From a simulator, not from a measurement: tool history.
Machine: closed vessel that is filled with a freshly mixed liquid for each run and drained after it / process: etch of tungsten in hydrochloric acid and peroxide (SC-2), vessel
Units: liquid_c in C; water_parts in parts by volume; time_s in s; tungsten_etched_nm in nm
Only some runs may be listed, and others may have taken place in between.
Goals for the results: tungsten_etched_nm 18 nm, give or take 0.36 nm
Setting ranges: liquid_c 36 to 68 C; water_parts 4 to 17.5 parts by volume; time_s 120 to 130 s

run,hour,liquid_c,water_parts,time_s,tungsten_etched_nm
1,0,52,9.5,120,28.942
2,3.9,52,7.5,120,35.346
3,13,50,7.5,120,30.954
4,15.1,53.5,7.5,120,38.648
5,19.7,58.5,7.5,120,53.714
6,21.7,55.5,7.5,120,44.234
7,24.6,53,7.5,120,37.425
8,27.6,51,7.5,120,33.069
9,30.8,49.5,7.5,120,29.791
10,40.1,48,7.5,120,26.839
11,48,47,7.5,120,25.246
12,54.4,46,7.5,120,23.52
13,60.4,45.5,7.5,120,22.78
14,67.9,45,7.5,120,22.14
15,75.3,44.5,7.5,120,21.196
16,76.4,44,7.5,120,20.619
17,82.2,43.5,7.5,120,19.78
18,85.4,42.5,7.5,120,18.451

Which of these 5 next moves meets every target?
A,88.6,43,7.5,120,?
B,88.6,41.5,7.5,130,?
C,88.6,47,10.5,120,?
D,88.6,38.5,6,130,?
E,88.6,42,7.5,125,?

move,tungsten_etched_nm
A,19.224
B,18.75
C,19.238
D,17.994
E,18.673
A: its largest miss is bigger than the last run's
B: its largest miss is bigger than the last run's
C: its largest miss is bigger than the last run's
D: every result lands within tolerance
E: its largest miss is bigger than the last run's
The right move is D.
